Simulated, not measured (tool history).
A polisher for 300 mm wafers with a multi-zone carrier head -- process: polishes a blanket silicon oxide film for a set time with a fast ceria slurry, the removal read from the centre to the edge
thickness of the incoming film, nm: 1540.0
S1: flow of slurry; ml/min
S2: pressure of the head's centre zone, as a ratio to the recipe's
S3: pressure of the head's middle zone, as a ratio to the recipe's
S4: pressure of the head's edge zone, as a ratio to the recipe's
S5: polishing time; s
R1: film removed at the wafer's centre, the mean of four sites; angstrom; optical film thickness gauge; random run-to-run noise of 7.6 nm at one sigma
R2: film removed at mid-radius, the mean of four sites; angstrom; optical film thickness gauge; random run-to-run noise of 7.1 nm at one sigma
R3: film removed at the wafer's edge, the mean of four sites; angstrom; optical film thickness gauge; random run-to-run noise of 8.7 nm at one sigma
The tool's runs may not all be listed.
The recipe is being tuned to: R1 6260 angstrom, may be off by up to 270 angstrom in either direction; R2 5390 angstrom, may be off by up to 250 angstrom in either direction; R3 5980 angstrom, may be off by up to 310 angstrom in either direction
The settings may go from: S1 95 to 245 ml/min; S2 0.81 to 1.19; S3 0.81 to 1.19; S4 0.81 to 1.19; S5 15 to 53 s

run	hour	S1	S2	S3	S4	S5	R1	R2	R3
1	0	155	1	1	1	34	4698.8	4563.1	4614.1
2	7.4	135	1	1	1	34	4634.8	4492.5	4430.8
3	14.5	145	1.02	1	1.02	35	4818.7	4560.6	4815.6
4	21.1	145	1.02	1	0.95	35	4804	4615.4	4538
5	25.2	125	1.02	1	0.95	35	4684.1	4501.5	4481.6
6	27	125	1.02	0.92	0.95	35	4765.9	4307.8	4518.5
7	29	130	1.03	0.93	0.97	36	5004	4504.2	4610.5
8	32.9	135	1.03	0.93	1	37	5011.2	4610.7	4881
9	36.1	140	1.05	0.93	1.01	38	5472.5	4679	5064.6
10	44	145	1.05	0.94	1.02	38	5398	4829.3	5159.9
11	52.3	150	1.06	0.94	1.03	38	5462.8	4881.2	5178
12	58.5	155	1.07	0.94	1.04	38	5663.7	4921.3	5391.4
13	59.9	160	1.07	0.94	1.04	38	5501.7	4874.6	5290
14	63.9	160	1.08	0.95	1.05	38	5639.6	4980	5413.4
15	68.4	165	1.09	0.95	1.06	38	5888.9	4983.6	5337.1
16	71.8	170	1.09	0.95	1.07	38	5682.4	4974.2	5476.7

Consider the 5 candidate settings below. Which is the only one whose results all fall within their allowed miss of target?
A	75.2	170	1.1	0.95	1.13	41	?	?	?
B	75.2	210	0.89	0.94	1.19	40	?	?	?
C	75.2	245	1	0.82	1.17	39	?	?	?
D	75.2	165	1.08	0.93	1.08	38	?	?	?
E	75.2	145	1.06	0.93	0.98	38	?	?	?

move	R1	R2	R3
A	6315.6	5391	5930.3
B	5145.3	5377.3	6075.1
C	5756.3	4781.7	5962.9
D	5715.9	4888.6	5355.1
E	5476.9	4787.1	5028.8
A: hits every target within its allowed miss
B: moves away from the targets compared with the last run
C: moves away from the targets compared with the last run
D: an improvement on the last run, though not all results are within tolerance
E: moves away from the targets compared with the last run
A meets every target.
